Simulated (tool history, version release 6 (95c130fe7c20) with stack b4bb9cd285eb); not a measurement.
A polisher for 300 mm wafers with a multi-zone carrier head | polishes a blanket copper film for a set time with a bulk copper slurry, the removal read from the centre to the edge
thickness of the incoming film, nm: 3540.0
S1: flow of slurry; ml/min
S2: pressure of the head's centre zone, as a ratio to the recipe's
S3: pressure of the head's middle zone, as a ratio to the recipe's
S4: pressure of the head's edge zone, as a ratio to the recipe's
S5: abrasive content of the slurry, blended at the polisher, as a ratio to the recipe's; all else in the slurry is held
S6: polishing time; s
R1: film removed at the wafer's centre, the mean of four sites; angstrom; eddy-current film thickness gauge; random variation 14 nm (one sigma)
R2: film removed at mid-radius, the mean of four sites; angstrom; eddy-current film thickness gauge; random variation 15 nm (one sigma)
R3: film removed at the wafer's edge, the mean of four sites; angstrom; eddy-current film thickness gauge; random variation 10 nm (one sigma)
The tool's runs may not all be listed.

| run | hour | S1 | S2 | S3 | S4 | S5 | S6 | R1 | R2 | R3 |
|---|---|---|---|---|---|---|---|---|---|---|
| 1 | 0 | 315 | 1 | 1 | 1 | 1 | 72 | 7517.7 | 7365.7 | 7628.6 |
| 2 | 6.1 | 315 | 1 | 1.06 | 1 | 1 | 72 | 7446 | 7585.7 | 7416.7 |
| 3 | 11.3 | 315 | 0.96 | 1.06 | 1 | 1 | 72 | 7196.7 | 7807.3 | 7386.5 |
| 4 | 15 | 315 | 0.98 | 1.06 | 1.02 | 1.1 | 75 | 7680.3 | 7860.7 | 7936.7 |
| 5 | 19.6 | 320 | 0.99 | 1.07 | 1.02 | 1.15 | 79 | 8408.1 | 8614 | 8348.9 |
| 6 | 26.3 | 255 | 0.99 | 1.07 | 1.02 | 1.15 | 79 | 8247.3 | 8373.4 | 8371.1 |

Forecast run 7:
| 7 | 28 | 255 | 0.99 | 1.08 | 1.03 | 1.2 | 82 | ? | ? | ? |

{"run 7": {"R1": 8257.4, "R2": 8588.1, "R3": 8640.8}}

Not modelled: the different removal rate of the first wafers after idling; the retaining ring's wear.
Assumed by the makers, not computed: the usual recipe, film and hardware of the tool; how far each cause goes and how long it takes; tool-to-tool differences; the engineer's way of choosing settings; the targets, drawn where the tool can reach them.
